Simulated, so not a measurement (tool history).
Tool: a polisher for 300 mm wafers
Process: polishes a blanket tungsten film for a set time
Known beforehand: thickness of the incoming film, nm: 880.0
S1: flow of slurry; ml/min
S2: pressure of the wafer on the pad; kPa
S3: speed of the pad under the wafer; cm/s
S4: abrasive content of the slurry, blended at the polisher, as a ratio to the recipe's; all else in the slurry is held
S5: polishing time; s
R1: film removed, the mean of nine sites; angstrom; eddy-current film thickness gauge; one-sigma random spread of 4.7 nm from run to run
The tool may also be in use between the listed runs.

Run 1, hour 0.0: S1 275 ml/min, S2 28.3 kPa, S3 112 cm/s, S4 1.00, S5 35 s. Result: R1 2405.7 angstrom.
Run 2, hour 2.5: S1 275 ml/min, S2 28.3 kPa, S3 112 cm/s, S4 0.85, S5 35 s. Result: R1 2258.3 angstrom.
Run 3, hour 10.5: S1 335 ml/min, S2 28.3 kPa, S3 112 cm/s, S4 0.85, S5 35 s. Result: R1 2354.0 angstrom.
Run 4, hour 16.4: S1 335 ml/min, S2 28.3 kPa, S3 112 cm/s, S4 0.95, S5 35 s. Result: R1 2438.2 angstrom.
Run 5, hour 17.9: S1 375 ml/min, S2 28.3 kPa, S3 112 cm/s, S4 0.95, S5 35 s. Result: R1 2461.9 angstrom.
Run 6, hour 20.0: S1 375 ml/min, S2 28.3 kPa, S3 112 cm/s, S4 0.85, S5 35 s. Result: R1 2351.9 angstrom.
Run 7, hour 25.5: S1 375 ml/min, S2 31.0 kPa, S3 112 cm/s, S4 0.85, S5 35 s. Result: R1 2657.5 angstrom.
Run 8, hour 31.8: S1 375 ml/min, S2 33.1 kPa, S3 112 cm/s, S4 0.85, S5 35 s. Result: R1 2770.4 angstrom.
Run 9, hour 38.2: S1 375 ml/min, S2 35.2 kPa, S3 112 cm/s, S4 0.85, S5 35 s. Result: R1 2935.3 angstrom.
Run 10, hour 47.2: S1 375 ml/min, S2 36.5 kPa, S3 112 cm/s, S4 0.85, S5 35 s. Result: R1 3056.7 angstrom.
Run 11, hour 51.8: S1 375 ml/min, S2 37.9 kPa, S3 112 cm/s, S4 0.85, S5 35 s. Result: R1 3189.3 angstrom.
Run 12, hour 53.9: S1 375 ml/min, S2 39.3 kPa, S3 112 cm/s, S4 0.85, S5 35 s. Result: R1 3327.1 angstrom.
Run 13, hour 57.0: S1 375 ml/min, S2 40.0 kPa, S3 112 cm/s, S4 0.85, S5 35 s. Result: R1 3378.1 angstrom.
Run 14, hour 59.1: S1 375 ml/min, S2 40.7 kPa, S3 112 cm/s, S4 0.85, S5 35 s. Result: R1 3425.4 angstrom.
Run 15, hour 67.1: S1 375 ml/min, S2 41.4 kPa, S3 112 cm/s, S4 0.85, S5 35 s. Result: R1 3517.1 angstrom.

The next listed run, before its measurement:
Run 16, hour 75.9: S1 375 ml/min, S2 42.1 kPa, S3 112 cm/s, S4 0.85, S5 35 s. Result: R1 ?.

R1: 3528.7 angstrom

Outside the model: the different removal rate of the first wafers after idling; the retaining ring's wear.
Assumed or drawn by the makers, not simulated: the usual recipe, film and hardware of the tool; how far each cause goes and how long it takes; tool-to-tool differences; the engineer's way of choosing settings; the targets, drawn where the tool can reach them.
